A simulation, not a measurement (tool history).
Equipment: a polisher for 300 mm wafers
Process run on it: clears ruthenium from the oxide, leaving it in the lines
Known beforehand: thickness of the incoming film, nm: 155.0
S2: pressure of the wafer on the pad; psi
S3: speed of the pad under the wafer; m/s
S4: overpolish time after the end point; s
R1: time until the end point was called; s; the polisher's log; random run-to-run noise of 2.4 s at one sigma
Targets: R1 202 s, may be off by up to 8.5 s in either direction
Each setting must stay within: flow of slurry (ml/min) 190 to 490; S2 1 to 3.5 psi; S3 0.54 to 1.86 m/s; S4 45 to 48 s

Run 1, hour 0: flow of slurry (ml/min) 315, S2 2.2 psi, S3 1.18 m/s, S4 45 s. Result: R1 117.68 s.
Run 2, hour 6: flow of slurry (ml/min) 315, S2 2.2 psi, S3 1.18 m/s, S4 48 s. Result: R1 116.34 s.
Run 3, hour 11.2: flow of slurry (ml/min) 370, S2 2.2 psi, S3 1.18 m/s, S4 48 s. Result: R1 114.49 s.
Run 4, hour 14: flow of slurry (ml/min) 370, S2 1.8 psi, S3 1.18 m/s, S4 48 s. Result: R1 137.89 s.
Run 5, hour 18: flow of slurry (ml/min) 370, S2 1.8 psi, S3 1.28 m/s, S4 48 s. Result: R1 132.67 s.
At hour 22.6: head pressure recalibrated.
Run 6, hour 22.6: flow of slurry (ml/min) 370, S2 1.5 psi, S3 1.26 m/s, S4 48 s. Result: R1 176.8 s.
Run 7, hour 29.6: flow of slurry (ml/min) 350, S2 1.5 psi, S3 1.26 m/s, S4 48 s. Result: R1 178.05 s.
Run 8, hour 32: flow of slurry (ml/min) 350, S2 1.2 psi, S3 1.26 m/s, S4 48 s. Result: R1 219.44 s.
Run 9, hour 33.1: flow of slurry (ml/min) 365, S2 1.2 psi, S3 1.26 m/s, S4 48 s. Result: R1 218.19 s.
Run 10, hour 39.3: flow of slurry (ml/min) 380, S2 1.2 psi, S3 1.26 m/s, S4 48 s. Result: R1 216.9 s.

5 next moves are on the table. One of them brings every result within its allowed miss. Which?
Run A, hour 45.5: flow of slurry (ml/min) 295, S2 1 psi, S3 1.48 m/s, S4 47 s. Result: R1 ?.
Run B, hour 45.5: flow of slurry (ml/min) 395, S2 1.1 psi, S3 1.24 m/s, S4 48 s. Result: R1 ?.
Run C, hour 45.5: flow of slurry (ml/min) 410, S2 1.1 psi, S3 1.2 m/s, S4 48 s. Result: R1 ?.
Run D, hour 45.5: flow of slurry (ml/min) 410, S2 1 psi, S3 1.74 m/s, S4 48 s. Result: R1 ?.
Run E, hour 45.5: flow of slurry (ml/min) 355, S2 1.3 psi, S3 1.28 m/s, S4 45 s. Result: R1 ?.

move      R1
   A  224.47
   B   237.8
   C  244.84
   D  186.38
   E  198.49
A: further off than the last run
B: further off than the last run
C: further off than the last run
D: takes the biggest miss from the last run beyond its target
E: every result within its allowed miss
Answer: E
